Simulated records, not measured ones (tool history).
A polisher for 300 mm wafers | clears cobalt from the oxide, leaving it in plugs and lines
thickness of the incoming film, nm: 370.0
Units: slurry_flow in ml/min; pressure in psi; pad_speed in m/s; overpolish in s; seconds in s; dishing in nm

run,hour,slurry_flow,pressure,pad_speed,overpolish,seconds,dishing
1,0,175,1.4,1,9,103.67,27.605
2,2,145,1.4,1,9,108.37,26.678
3,4.1,145,1.4,1,12,108.12,32.287
4,11.9,145,1.1,1,12,135.98,28.267
5,16.3,145,1.1,0.74,12,182,23.124
6,17.4,135,1.2,0.66,9,184.05,17.166

Run 7 comes next. What will it give?
7,21,135,1.2,0.66,9,?,?

Run 7 gave seconds 181.81 s, dishing 17.219 nm.
